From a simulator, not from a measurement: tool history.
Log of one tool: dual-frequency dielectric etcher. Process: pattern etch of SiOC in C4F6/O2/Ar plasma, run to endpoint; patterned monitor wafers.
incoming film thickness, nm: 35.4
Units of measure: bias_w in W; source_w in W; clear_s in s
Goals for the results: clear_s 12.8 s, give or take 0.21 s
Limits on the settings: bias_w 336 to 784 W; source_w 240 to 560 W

run  hour  bias_w  source_w  clear_s
  1     0     560       400   10.528
  2   2.3     514       390   10.898
  3   6.3     440       390   11.258
  4   8.8     418       370   11.616
  5  10.3     401       360   12.033
  6  15.9     401       420   11.024
  7  20.8     387       400    11.47
  8  23.9     376       390   11.649
     32.6  -- wet clean of the chamber
  9  32.6     367       380   12.411
 10  41.1     361       380   12.472

Next run, 4 choices. One meets every target within its allowed miss, the rest don't. Which?
  A  49.6     485       320        ?
  B  49.6     336       340        ?
  C  49.6     530       300        ?
  D  49.6     336       350        ?

move  clear_s
   A   12.929
   B   13.476
   C   13.152
   D   13.259
A: hits every target within its allowed miss
B: takes the biggest miss from the last run beyond its target
C: takes the biggest miss from the last run beyond its target
D: takes the biggest miss from the last run beyond its target
Answer: A
